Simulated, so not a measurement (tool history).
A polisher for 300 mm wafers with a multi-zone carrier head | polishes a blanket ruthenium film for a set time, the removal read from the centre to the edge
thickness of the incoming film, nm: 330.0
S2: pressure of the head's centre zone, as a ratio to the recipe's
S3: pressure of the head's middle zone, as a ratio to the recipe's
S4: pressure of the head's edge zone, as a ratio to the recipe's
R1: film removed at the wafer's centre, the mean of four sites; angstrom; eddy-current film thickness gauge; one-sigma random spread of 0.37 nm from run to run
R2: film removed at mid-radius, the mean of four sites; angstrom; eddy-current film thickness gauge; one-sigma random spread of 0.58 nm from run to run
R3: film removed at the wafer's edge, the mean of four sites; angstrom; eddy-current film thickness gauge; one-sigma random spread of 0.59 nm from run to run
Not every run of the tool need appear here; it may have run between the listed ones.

{"run": 1, "hour": 0.0, "flow of slurry (ml/min)": 240, "S2": 1.0, "S3": 1.0, "S4": 1.0, "polishing time (s)": 51, "R1": 605.33, "R2": 618.68, "R3": 634.47}
{"run": 2, "hour": 8.8, "flow of slurry (ml/min)": 250, "S2": 1.03, "S3": 0.99, "S4": 0.95, "polishing time (s)": 44, "R1": 546.77, "R2": 534.46, "R3": 510.23}
{"run": 3, "hour": 11.1, "flow of slurry (ml/min)": 250, "S2": 1.03, "S3": 0.94, "S4": 0.95, "polishing time (s)": 44, "R1": 551.95, "R2": 498.41, "R3": 524.76}
{"run": 4, "hour": 14.0, "flow of slurry (ml/min)": 250, "S2": 1.03, "S3": 0.94, "S4": 0.91, "polishing time (s)": 41, "R1": 505.79, "R2": 482.72, "R3": 478.91}
{"run": 5, "hour": 18.5, "flow of slurry (ml/min)": 250, "S2": 1.03, "S3": 0.94, "S4": 0.85, "polishing time (s)": 41, "R1": 501.98, "R2": 478.82, "R3": 464.93}
{"run": 6, "hour": 26.3, "flow of slurry (ml/min)": 250, "S2": 1.11, "S3": 0.94, "S4": 0.85, "polishing time (s)": 41, "R1": 539.0, "R2": 482.45, "R3": 474.61}
{"run": 7, "hour": 34.0, "flow of slurry (ml/min)": 260, "S2": 1.1, "S3": 0.93, "S4": 0.81, "polishing time (s)": 31, "R1": 414.45, "R2": 360.99, "R3": 336.79}

Run 8 comes next. What will it give?
{"run": 8, "hour": 42.9, "flow of slurry (ml/min)": 250, "S2": 1.1, "S3": 0.95, "S4": 0.85, "polishing time (s)": 32, "R1": "?", "R2": "?", "R3": "?"}

R1: 418.98 angstrom
R2: 370.38 angstrom
R3: 358.52 angstrom
